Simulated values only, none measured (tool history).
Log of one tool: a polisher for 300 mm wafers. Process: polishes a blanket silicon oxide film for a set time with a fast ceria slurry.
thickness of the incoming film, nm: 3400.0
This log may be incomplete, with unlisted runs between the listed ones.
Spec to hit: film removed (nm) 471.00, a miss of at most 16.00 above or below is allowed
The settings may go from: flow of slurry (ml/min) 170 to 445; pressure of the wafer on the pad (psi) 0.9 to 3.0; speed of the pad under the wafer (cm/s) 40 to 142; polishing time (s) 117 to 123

run,hour,flow of slurry (ml/min),pressure of the wafer on the pad (psi),speed of the pad under the wafer (cm/s),polishing time (s),film removed (nm)
1,0.0,285,1.9,90,117,1173.30
2,1.3,340,1.9,90,117,1201.60
3,5.8,335,1.7,84,117,1010.70
4,7.6,330,1.6,80,117,909.86
5,12.0,330,1.6,90,117,1005.40
6,19.8,370,1.6,90,117,1010.50
7,23.5,370,1.5,84,117,906.85
8,27.9,370,1.4,78,117,784.99
9,34.6,370,1.3,74,117,699.42
10,38.3,370,1.2,72,117,646.68
11,39.5,370,1.2,70,117,626.80

Pick the move, out of 5, that brings all results within their allowed miss; only one does.
A,40.7,390,1.4,78,123,?
B,40.7,385,1.0,52,117,?
C,40.7,440,1.1,58,117,?
D,40.7,365,1.0,60,117,?
E,40.7,405,1.1,58,121,?

move,film removed (nm)
A,842.34
B,422.02
C,506.49
D,469.12
E,521.02
A: misses by more than the last run did
B: pushes the last run's worst result past its target
C: nearer than the last run, and not there yet
D: each result inside its tolerance
E: nearer than the last run, and not there yet
D is the move that brings every result within its allowed miss.
